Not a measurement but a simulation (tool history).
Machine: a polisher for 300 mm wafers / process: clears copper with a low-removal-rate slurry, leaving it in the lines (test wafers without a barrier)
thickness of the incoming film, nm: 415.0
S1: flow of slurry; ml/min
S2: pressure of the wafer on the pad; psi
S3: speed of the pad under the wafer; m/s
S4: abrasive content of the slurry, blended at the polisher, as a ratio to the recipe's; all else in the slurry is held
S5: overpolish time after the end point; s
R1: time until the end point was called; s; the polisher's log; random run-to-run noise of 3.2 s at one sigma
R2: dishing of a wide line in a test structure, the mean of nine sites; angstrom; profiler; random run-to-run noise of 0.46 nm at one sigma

Run 1, day 0.000: S1 260 ml/min, S2 2.5 psi, S3 1.20 m/s, S4 1.00, S5 25 s. Result: R1 157.23 s, R2 298.58 angstrom.
Run 2, day 0.362: S1 260 ml/min, S2 2.0 psi, S3 1.14 m/s, S4 1.00, S5 26 s. Result: R1 201.46 s, R2 275.87 angstrom.
Run 3, day 0.458: S1 260 ml/min, S2 2.0 psi, S3 1.14 m/s, S4 0.95, S5 26 s. Result: R1 206.11 s, R2 276.06 angstrom.
Run 4, day 0.562: S1 260 ml/min, S2 1.7 psi, S3 1.12 m/s, S4 0.95, S5 25 s. Result: R1 241.61 s, R2 238.88 angstrom.
Run 5, day 0.867: S1 260 ml/min, S2 1.7 psi, S3 0.94 m/s, S4 0.95, S5 25 s. Result: R1 268.86 s, R2 231.02 angstrom.
Run 6, day 1.100: S1 260 ml/min, S2 2.3 psi, S3 0.94 m/s, S4 0.95, S5 25 s. Result: R1 205.66 s, R2 267.73 angstrom.
Run 7, day 1.200: S1 260 ml/min, S2 2.0 psi, S3 0.94 m/s, S4 0.95, S5 26 s. Result: R1 230.69 s, R2 241.93 angstrom.
Run 8, day 1.292: S1 255 ml/min, S2 1.8 psi, S3 0.94 m/s, S4 0.95, S5 28 s. Result: R1 252.48 s, R2 250.39 angstrom.
Run 9, day 1.417: S1 255 ml/min, S2 1.6 psi, S3 0.94 m/s, S4 0.95, S5 28 s. Result: R1 287.26 s, R2 229.77 angstrom.
Run 10, day 1.725: S1 250 ml/min, S2 1.5 psi, S3 0.94 m/s, S4 0.95, S5 29 s. Result: R1 304.79 s, R2 231.02 angstrom.
Run 11, day 1.892: S1 245 ml/min, S2 1.5 psi, S3 0.94 m/s, S4 0.95, S5 29 s. Result: R1 302.11 s, R2 229.50 angstrom.

Run 12 comes next. What will it give?
Run 12, day 2.183: S1 235 ml/min, S2 1.5 psi, S3 0.94 m/s, S4 0.95, S5 29 s. Result: R1 ?, R2 ?.

{"run 12": {"R1": 308.41, "R2": 230.0}}
